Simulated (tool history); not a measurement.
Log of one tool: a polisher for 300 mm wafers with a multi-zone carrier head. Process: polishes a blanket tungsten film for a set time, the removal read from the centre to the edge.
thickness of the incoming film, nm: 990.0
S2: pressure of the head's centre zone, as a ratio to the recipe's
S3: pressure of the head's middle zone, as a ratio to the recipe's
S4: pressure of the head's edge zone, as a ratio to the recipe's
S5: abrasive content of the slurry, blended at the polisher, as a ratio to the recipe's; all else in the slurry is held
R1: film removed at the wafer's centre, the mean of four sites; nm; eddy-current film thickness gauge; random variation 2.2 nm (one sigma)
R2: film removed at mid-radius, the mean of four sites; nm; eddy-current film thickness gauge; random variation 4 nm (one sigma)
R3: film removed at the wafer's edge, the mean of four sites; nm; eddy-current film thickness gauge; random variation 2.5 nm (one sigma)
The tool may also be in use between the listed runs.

run 1 hour=0 | flow_of_slurry_(ml/min)=190 S2=1 S3=1 S4=1 S5=1 polishing_time_(s)=50 | R1=414.78 R2=429.22 R3=419.36
run 2 hour=8.1 | flow_of_slurry_(ml/min)=190 S2=1 S3=1 S4=1 S5=0.85 polishing_time_(s)=50 | R1=395.37 R2=407.71 R3=401.65
run 3 hour=11.7 | flow_of_slurry_(ml/min)=180 S2=0.96 S3=0.98 S4=0.96 S5=0.75 polishing_time_(s)=48 | R1=354.77 R2=373.04 R3=364.96
run 4 hour=14.2 | flow_of_slurry_(ml/min)=160 S2=0.96 S3=0.98 S4=0.96 S5=0.75 polishing_time_(s)=48 | R1=345.77 R2=366.65 R3=352.78
run 5 hour=17.3 | flow_of_slurry_(ml/min)=160 S2=0.96 S3=1.04 S4=0.96 S5=0.75 polishing_time_(s)=48 | R1=350.39 R2=384.58 R3=364.29
run 6 hour=25.4 | flow_of_slurry_(ml/min)=160 S2=0.96 S3=1.04 S4=0.96 S5=0.75 polishing_time_(s)=56 | R1=404.94 R2=442.24 R3=418.51

Forecast run 7:
run 7 hour=28.9 | flow_of_slurry_(ml/min)=150 S2=0.92 S3=1 S4=0.95 S5=0.65 polishing_time_(s)=53 | R1=? R2=? R3=?

Run 7 gave R1 351.85 nm, R2 394.03 nm, R3 380.67 nm.
